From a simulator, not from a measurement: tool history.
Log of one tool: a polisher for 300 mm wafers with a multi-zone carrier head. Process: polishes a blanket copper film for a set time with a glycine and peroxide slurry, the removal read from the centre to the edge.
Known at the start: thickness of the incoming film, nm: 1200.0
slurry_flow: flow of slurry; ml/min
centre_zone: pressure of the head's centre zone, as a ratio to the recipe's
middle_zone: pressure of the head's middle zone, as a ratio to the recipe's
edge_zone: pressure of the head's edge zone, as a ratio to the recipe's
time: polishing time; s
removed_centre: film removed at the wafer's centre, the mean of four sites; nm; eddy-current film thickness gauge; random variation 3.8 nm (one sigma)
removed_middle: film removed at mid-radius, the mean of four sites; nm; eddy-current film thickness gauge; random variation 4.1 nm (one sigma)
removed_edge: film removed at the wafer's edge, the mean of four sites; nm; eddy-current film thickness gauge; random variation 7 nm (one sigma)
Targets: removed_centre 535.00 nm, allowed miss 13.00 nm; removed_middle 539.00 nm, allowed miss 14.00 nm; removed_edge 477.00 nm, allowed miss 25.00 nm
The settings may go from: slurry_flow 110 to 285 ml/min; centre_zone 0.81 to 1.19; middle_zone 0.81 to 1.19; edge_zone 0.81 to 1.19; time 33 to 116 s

run	hour	slurry_flow	centre_zone	middle_zone	edge_zone	time	removed_centre	removed_middle	removed_edge
1	0.0	180	1.00	1.00	1.00	74	462.94	457.21	464.56
2	2.5	190	1.01	1.01	1.00	74	474.35	466.10	465.56
3	9.8	190	1.09	1.01	1.00	74	518.03	469.43	474.76
4	17.2	195	1.09	1.02	1.00	74	514.76	470.76	479.99
5	25.2	200	1.09	1.03	0.99	74	515.99	478.63	475.44
6	28.2	205	1.09	1.04	0.98	74	515.78	479.85	480.19
7	32.1	205	1.10	1.06	0.97	74	518.45	494.88	466.25
8	35.9	210	1.10	1.07	0.97	74	523.54	491.35	480.92
9	41.4	220	1.10	1.17	0.87	74	526.94	532.77	431.98

4 next moves are on the table. One of them brings every result within its allowed miss. Which?
A	46.9	205	1.08	1.13	0.91	77	?	?	?
B	46.9	170	1.12	1.13	0.91	76	?	?	?
C	46.9	255	1.14	1.19	0.83	71	?	?	?
D	46.9	270	1.09	1.05	0.81	79	?	?	?

move	removed_centre	removed_middle	removed_edge
A	536.21	540.19	466.58
B	531.62	517.93	450.89
C	538.58	535.31	420.98
D	576.26	538.50	466.53
A: meets every target
B: nearer than the last run, and not there yet
C: further off than the last run
D: brings the result that was furthest off to its target, and leaves another outside
Move A is the one to make.
